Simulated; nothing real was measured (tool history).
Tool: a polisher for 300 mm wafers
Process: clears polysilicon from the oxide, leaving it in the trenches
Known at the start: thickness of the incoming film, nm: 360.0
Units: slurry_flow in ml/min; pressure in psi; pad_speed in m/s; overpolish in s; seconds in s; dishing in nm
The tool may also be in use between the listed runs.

run  hour  slurry_flow  pressure  pad_speed  overpolish  seconds  dishing
  1     0          190       2.5       0.86          15   29.128   37.874
  2   5.4          190       2.5        0.7          15   35.366   36.302
  3  12.9          190       2.2        0.7          15   39.806   37.548
  4  19.3          190         2       0.66          12   46.292   33.217
  5    24          185       1.9       0.66          13    47.86   34.851
  6  32.1          185       1.8       0.66          13   51.333   33.783

Forecast run 7:
  7  32.7          180       1.8       0.66          14        ?        ?

{"run 7": {"seconds": 51.321, "dishing": 34.453}}
